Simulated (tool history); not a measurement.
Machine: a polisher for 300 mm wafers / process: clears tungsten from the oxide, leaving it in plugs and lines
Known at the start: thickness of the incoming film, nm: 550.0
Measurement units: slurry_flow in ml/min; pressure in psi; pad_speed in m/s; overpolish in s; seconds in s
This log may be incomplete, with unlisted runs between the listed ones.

run 1 hour=0 | slurry_flow=135 pressure=4.9 pad_speed=1.26 slurry_solids=1 overpolish=11 | seconds=72.817
run 2 hour=2.3 | slurry_flow=135 pressure=4.9 pad_speed=1.4 slurry_solids=1 overpolish=11 | seconds=66.814
run 3 hour=8.8 | slurry_flow=135 pressure=5.4 pad_speed=1.4 slurry_solids=1 overpolish=11 | seconds=60.982
run 4 hour=14.5 | slurry_flow=130 pressure=4.4 pad_speed=1.3 slurry_solids=1 overpolish=11 | seconds=79.59
run 5 hour=22.9 | slurry_flow=115 pressure=4.4 pad_speed=1.3 slurry_solids=1 overpolish=11 | seconds=81.2
run 6 hour=27.7 | slurry_flow=115 pressure=3.7 pad_speed=1.26 slurry_solids=1 overpolish=11 | seconds=94.903

Forecast run 7:
run 7 hour=30.6 | slurry_flow=115 pressure=3.2 pad_speed=1.22 slurry_solids=1 overpolish=11 | seconds=?

Run 7 measured seconds 110.63 s.
